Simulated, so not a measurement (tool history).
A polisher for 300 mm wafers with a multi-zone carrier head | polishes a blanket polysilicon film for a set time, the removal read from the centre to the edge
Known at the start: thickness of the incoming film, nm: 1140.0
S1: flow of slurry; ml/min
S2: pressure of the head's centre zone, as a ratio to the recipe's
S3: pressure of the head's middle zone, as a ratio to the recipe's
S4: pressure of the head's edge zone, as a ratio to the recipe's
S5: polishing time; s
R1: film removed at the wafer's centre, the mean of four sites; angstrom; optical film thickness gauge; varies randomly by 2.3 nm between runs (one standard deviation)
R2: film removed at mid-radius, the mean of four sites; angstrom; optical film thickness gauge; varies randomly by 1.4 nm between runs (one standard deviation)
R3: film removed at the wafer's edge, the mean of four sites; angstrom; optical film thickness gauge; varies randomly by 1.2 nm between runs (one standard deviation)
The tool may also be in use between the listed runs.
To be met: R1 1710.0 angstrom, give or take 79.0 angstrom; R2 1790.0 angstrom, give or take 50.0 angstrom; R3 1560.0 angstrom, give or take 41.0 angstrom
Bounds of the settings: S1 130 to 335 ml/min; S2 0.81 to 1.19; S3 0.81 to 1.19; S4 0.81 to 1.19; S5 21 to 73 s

run  hour   S1    S2    S3    S4  S5      R1      R2      R3
  1   0.0  215  1.00  1.00  1.00  47  2997.2  2960.6  2902.1
  2   1.6  215  1.00  1.00  1.08  47  2935.4  3004.0  2980.4
  3   6.2  210  1.00  1.01  1.06  44  2726.8  2800.8  2787.9
  4  12.4  205  1.00  1.03  1.03  42  2606.8  2744.8  2602.5
  5  20.8  205  1.04  1.03  1.03  42  2727.7  2722.4  2582.8
  6  26.7  200  1.04  1.03  1.02  40  2644.6  2570.9  2469.3
  7  29.2  225  0.94  1.11  0.92  27  1590.1  1898.0  1599.1
  8  34.5  225  0.95  1.10  0.91  27  1635.6  1887.3  1595.6

Which one of the following 4 next-run settings gets every result inside its allowed miss? There is exactly one.
  A  39.8  165  1.03  1.08  0.91  27   ?   ?   ?
  B  39.8  250  0.96  1.11  0.97  27   ?   ?   ?
  C  39.8  200  0.95  1.12  0.85  29   ?   ?   ?
  D  39.8  135  1.07  1.10  0.89  29   ?   ?   ?

move      R1      R2      R3
   A  1707.1  1782.8  1569.8
   B  1683.4  1921.0  1676.8
   C  1739.3  2027.3  1666.7
   D  1842.1  1886.9  1633.3
A: every result within its allowed miss
B: the biggest miss grows against the last run
C: the biggest miss grows against the last run
D: as far off as the last run
Move A is the one to make.
